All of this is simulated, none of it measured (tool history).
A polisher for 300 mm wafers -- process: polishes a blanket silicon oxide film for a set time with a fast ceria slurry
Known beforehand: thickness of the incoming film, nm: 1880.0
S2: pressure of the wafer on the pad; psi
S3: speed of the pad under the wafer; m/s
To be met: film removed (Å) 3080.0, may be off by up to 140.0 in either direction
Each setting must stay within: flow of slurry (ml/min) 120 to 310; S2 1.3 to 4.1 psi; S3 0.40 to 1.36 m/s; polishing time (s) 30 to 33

{"run": 1, "hour": 0.0, "flow of slurry (ml/min)": 200, "S2": 2.7, "S3": 0.88, "polishing time (s)": 33, "film removed (Å)": 4953.8}
{"run": 2, "hour": 3.2, "flow of slurry (ml/min)": 240, "S2": 2.7, "S3": 0.88, "polishing time (s)": 33, "film removed (Å)": 5001.4}
{"run": 3, "hour": 5.6, "flow of slurry (ml/min)": 240, "S2": 3.0, "S3": 0.88, "polishing time (s)": 33, "film removed (Å)": 5615.6}
{"run": 4, "hour": 13.4, "flow of slurry (ml/min)": 240, "S2": 3.0, "S3": 1.08, "polishing time (s)": 33, "film removed (Å)": 6352.8}
{"run": 5, "hour": 14.1, "flow of slurry (ml/min)": 240, "S2": 3.0, "S3": 1.24, "polishing time (s)": 33, "film removed (Å)": 6954.2}
{"run": 6, "hour": 16.6, "flow of slurry (ml/min)": 240, "S2": 3.0, "S3": 1.24, "polishing time (s)": 30, "film removed (Å)": 6319.7}
{"run": 7, "hour": 23.6, "flow of slurry (ml/min)": 240, "S2": 2.6, "S3": 1.2, "polishing time (s)": 30, "film removed (Å)": 5334.1}
{"run": 8, "hour": 29.3, "flow of slurry (ml/min)": 240, "S2": 2.3, "S3": 1.18, "polishing time (s)": 30, "film removed (Å)": 4829.5}
{"run": 9, "hour": 37.5, "flow of slurry (ml/min)": 240, "S2": 2.0, "S3": 1.14, "polishing time (s)": 30, "film removed (Å)": 4101.9}
{"run": 10, "hour": 42.3, "flow of slurry (ml/min)": 240, "S2": 1.8, "S3": 1.12, "polishing time (s)": 30, "film removed (Å)": 3513.7}
{"run": 11, "hour": 49.4, "flow of slurry (ml/min)": 240, "S2": 1.7, "S3": 1.12, "polishing time (s)": 30, "film removed (Å)": 3458.1}
{"run": 12, "hour": 50.4, "flow of slurry (ml/min)": 240, "S2": 1.6, "S3": 1.12, "polishing time (s)": 30, "film removed (Å)": 3265.5}

Exactly one of the 4 candidate moves below puts every result within its allowed miss. Which one?
{"run": "A", "hour": 51.4, "flow of slurry (ml/min)": 205, "S2": 1.5, "S3": 1.16, "polishing time (s)": 30, "film removed (Å)": "?"}
{"run": "B", "hour": 51.4, "flow of slurry (ml/min)": 155, "S2": 1.8, "S3": 1.08, "polishing time (s)": 30, "film removed (Å)": "?"}
{"run": "C", "hour": 51.4, "flow of slurry (ml/min)": 310, "S2": 1.6, "S3": 1.24, "polishing time (s)": 30, "film removed (Å)": "?"}
{"run": "D", "hour": 51.4, "flow of slurry (ml/min)": 235, "S2": 1.4, "S3": 1.32, "polishing time (s)": 33, "film removed (Å)": "?"}

move=A film_removed_(Å)=3082.9
move=B film_removed_(Å)=3383.4
move=C film_removed_(Å)=3566.7
move=D film_removed_(Å)=3518.4
A: every result within its allowed miss
B: lands further from the targets than the last run did
C: lands further from the targets than the last run did
D: lands further from the targets than the last run did
A meets every target.
